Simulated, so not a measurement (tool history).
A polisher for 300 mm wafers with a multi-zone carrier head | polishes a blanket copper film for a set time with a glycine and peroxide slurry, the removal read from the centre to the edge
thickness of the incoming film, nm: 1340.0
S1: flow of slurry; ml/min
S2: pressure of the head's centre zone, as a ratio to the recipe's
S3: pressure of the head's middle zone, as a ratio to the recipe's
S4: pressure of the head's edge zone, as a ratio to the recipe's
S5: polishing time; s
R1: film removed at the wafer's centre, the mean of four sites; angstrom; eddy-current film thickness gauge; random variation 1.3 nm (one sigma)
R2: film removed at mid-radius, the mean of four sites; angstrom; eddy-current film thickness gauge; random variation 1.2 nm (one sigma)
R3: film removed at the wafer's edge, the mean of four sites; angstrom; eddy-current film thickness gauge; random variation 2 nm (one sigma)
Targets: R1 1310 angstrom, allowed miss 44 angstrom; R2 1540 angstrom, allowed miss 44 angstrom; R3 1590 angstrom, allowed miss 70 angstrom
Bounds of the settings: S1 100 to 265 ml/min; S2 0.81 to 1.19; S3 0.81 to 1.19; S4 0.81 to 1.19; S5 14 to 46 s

run  hour   S1    S2    S3    S4  S5      R1      R2      R3
  1     0  170     1     1     1  30  1781.8  1738.2  1788.9
  2   2.6  160  0.97     1  0.99  30  1739.7    1736  1768.8
  3   8.3  160  0.97     1  0.99  27  1556.2  1553.5  1559.3
  4  16.5  155  0.94     1  1.01  27  1480.9  1532.9    1619
  5  17.4  150  0.93  1.01  1.01  27  1450.4  1533.8  1623.3
  6  21.8  145  0.92  1.02  1.01  27    1453  1552.3  1597.7
  7  27.1  120  0.82  1.02  1.05  27  1209.2  1478.7    1572
  8  30.4  125  0.83  1.02  1.05  27  1213.4    1487    1588

Which of these 4 next moves meets every target?
  A  33.7  160  0.91  1.03  1.04  26   ?   ?   ?
  B  33.7  130  0.81  0.97  1.08  29   ?   ?   ?
  C  33.7  100  0.89  0.93  1.08  30   ?   ?   ?
  D  33.7  105  0.87  1.04     1  29   ?   ?   ?

move      R1      R2      R3
   A  1395.5    1543  1576.8
   B  1311.8  1561.3    1734
   C  1362.1  1439.4  1699.4
   D    1313    1555  1597.4
A: takes the result that was furthest off past its target
B: brings the result that was furthest off to its target, and leaves another outside
C: takes the result that was furthest off past its target
D: meets every target
The right move is D.
